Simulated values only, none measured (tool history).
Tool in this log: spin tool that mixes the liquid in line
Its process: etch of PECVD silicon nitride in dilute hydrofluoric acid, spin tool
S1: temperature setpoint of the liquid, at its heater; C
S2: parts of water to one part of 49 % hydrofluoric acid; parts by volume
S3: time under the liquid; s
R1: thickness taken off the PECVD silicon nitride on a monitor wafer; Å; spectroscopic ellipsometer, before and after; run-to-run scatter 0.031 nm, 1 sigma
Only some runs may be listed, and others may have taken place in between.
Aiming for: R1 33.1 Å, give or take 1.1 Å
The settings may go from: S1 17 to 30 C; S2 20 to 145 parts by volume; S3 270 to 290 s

run 1 hour=0 | S1=22 S2=80 S3=270 | R1=51.79
run 2 hour=4.7 | S1=22 S2=80 S3=290 | R1=57.051
run 3 hour=8.6 | S1=22 S2=105 S3=290 | R1=43.171
run 4 hour=12.3 | S1=22 S2=105 S3=290 | R1=43.627
run 5 hour=14 | S1=22 S2=120 S3=290 | R1=37.794
run 6 hour=21.3 | S1=22 S2=120 S3=290 | R1=37.104
run 7 hour=24 | S1=21.5 S2=120 S3=290 | R1=36.017
run 8 hour=29.4 | S1=21 S2=120 S3=290 | R1=35.039

Of the 4 settings listed for the next run, only one would bring every result within its allowed miss of target. Which one?
run A hour=34.8 | S1=21 S2=110 S3=285 | R1=?
run B hour=34.8 | S1=21.5 S2=120 S3=290 | R1=?
run C hour=34.8 | S1=21 S2=110 S3=290 | R1=?
run D hour=34.8 | S1=21.5 S2=125 S3=275 | R1=?

move=A R1=38.03
move=B R1=36.747
move=C R1=38.697
move=D R1=33.479
A: its largest miss is bigger than the last run's
B: its largest miss is bigger than the last run's
C: its largest miss is bigger than the last run's
D: all results land within tolerance of their targets
So the answer is move D, the one that meets all the targets.
